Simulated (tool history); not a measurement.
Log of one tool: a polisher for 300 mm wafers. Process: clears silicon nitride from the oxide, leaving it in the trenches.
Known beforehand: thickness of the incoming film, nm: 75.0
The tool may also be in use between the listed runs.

run  hour  flow of slurry (ml/min)  pressure of the wafer on the pad (kPa)  speed of the pad under the wafer (m/s)  overpolish time after the end point (s)  time until the end point was called (s)
  1   0.0                      320                                    14.5                                    1.06                                        8                                   119.83
  2   4.8                      320                                    13.1                                    1.06                                        8                                   130.81
  3   8.2                      320                                    13.1                                    0.96                                        8                                   142.61
  4   9.9                      320                                    11.7                                    0.94                                        8                                   159.69
  5  10.6                      320                                    14.5                                    0.94                                        8                                   134.80
  6  17.4                      320                                    13.1                                    0.92                                        8                                   148.98
  7  19.9                      320                                    11.7                                    0.92                                        8                                   164.54
  8  23.6                      320                                    11.0                                    0.92                                        8                                   170.03

Expected results for the next run?
  9  31.2                      320                                    10.3                                    0.92                                        8                                        ?

time until the end point was called (s): 178.14

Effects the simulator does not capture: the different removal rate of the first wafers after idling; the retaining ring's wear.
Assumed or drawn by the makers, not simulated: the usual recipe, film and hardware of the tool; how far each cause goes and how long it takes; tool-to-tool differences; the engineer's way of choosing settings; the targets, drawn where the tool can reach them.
